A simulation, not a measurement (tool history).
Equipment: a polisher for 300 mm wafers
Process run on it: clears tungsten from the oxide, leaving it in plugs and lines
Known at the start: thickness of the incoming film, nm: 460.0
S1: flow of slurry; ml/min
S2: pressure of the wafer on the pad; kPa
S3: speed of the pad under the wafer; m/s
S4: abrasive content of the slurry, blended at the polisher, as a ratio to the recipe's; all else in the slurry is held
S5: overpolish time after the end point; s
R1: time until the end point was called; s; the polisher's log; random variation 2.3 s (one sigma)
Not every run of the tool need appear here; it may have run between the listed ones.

run,hour,S1,S2,S3,S4,S5,R1
1,0.0,245,17.2,1.04,1.0,13,144.08
2,6.4,245,17.2,1.22,1.0,13,130.69
3,14.1,245,16.5,1.22,1.0,13,135.66
4,20.1,245,19.3,1.22,1.0,13,120.58
5,23.2,245,17.9,1.20,1.0,13,131.76
6,29.8,245,16.5,1.18,1.0,13,139.13

What will run 7 give?
7,36.4,245,15.9,1.18,1.0,13,?

R1: 142.57 s
